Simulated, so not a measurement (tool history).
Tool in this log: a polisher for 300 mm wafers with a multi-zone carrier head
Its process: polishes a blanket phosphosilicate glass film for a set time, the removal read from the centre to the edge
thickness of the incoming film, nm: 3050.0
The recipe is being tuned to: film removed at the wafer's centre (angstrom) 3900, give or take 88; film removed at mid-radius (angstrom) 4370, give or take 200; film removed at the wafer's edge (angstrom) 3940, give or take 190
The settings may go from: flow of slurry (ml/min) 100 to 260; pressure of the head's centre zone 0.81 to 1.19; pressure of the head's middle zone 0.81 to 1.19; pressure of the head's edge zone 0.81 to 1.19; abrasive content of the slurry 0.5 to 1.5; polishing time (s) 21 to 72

run,day,flow of slurry (ml/min),pressure of the head's centre zone,pressure of the head's middle zone,pressure of the head's edge zone,abrasive content of the slurry,polishing time (s),film removed at the wafer's centre (angstrom),film removed at mid-radius (angstrom),film removed at the wafer's edge (angstrom)
1,0,165,1,1,1,1,46,5492,5685,5455.2
2,0.117,165,1,1,1,1,55,6634.1,6687.1,6701.9
3,0.167,165,0.99,1,0.98,0.95,54,6363.2,6338.6,6252.2
4,0.229,160,0.97,1.01,0.97,0.9,53,5818.7,6018.3,6041.5
5,0.462,160,0.97,1.01,0.97,1,53,6095.9,6341.2,6300.7
6,0.804,165,0.96,1.02,0.95,0.95,52,5898.1,6310.8,5823.4
7,1.025,165,0.95,1.01,0.94,0.9,52,5629.4,6039,5744.9
8,1.154,170,0.94,1,0.93,0.85,51,5396.8,5732.6,5591.8
9,1.242,125,0.94,1.09,0.83,0.6,44,3739.9,4355.5,3735.5
10,1.604,125,0.94,1.09,0.84,0.6,44,3703.8,4341.9,3780.4
11,1.971,125,0.94,1.09,0.84,0.6,44,3740.7,4304.7,3674
12,2.092,125,0.94,1.09,0.84,0.6,44,3716.5,4309.6,3689.3
13,2.138,130,0.94,1.09,0.85,0.6,44,3796.8,4513.3,3736.1
14,2.233,130,0.94,1.08,0.85,0.6,44,3804.3,4404.5,3871.8

Of the 5 settings listed for the next run, only one would bring every result within its allowed miss of target. Which one?
A,2.329,155,0.91,1.16,0.85,0.55,44,?,?,?
B,2.329,105,0.97,1.06,0.86,0.55,49,?,?,?
C,2.329,155,0.91,0.81,0.99,0.5,52,?,?,?
D,2.329,100,0.96,0.87,0.89,0.65,50,?,?,?
E,2.329,160,0.93,1.13,0.95,0.55,43,?,?,?

move,film removed at the wafer's centre (angstrom),film removed at mid-radius (angstrom),film removed at the wafer's edge (angstrom)
A,3673.6,4696.6,3773.1
B,3881.3,4369.4,3938.1
C,4151.3,3934.6,4608.5
D,4131.7,3998.1,4354
E,3695.5,4515.2,3899.9
A: further off than the last run
B: every result within its allowed miss
C: takes the biggest miss from the last run beyond its target
D: takes the biggest miss from the last run beyond its target
E: further off than the last run
Answer: B

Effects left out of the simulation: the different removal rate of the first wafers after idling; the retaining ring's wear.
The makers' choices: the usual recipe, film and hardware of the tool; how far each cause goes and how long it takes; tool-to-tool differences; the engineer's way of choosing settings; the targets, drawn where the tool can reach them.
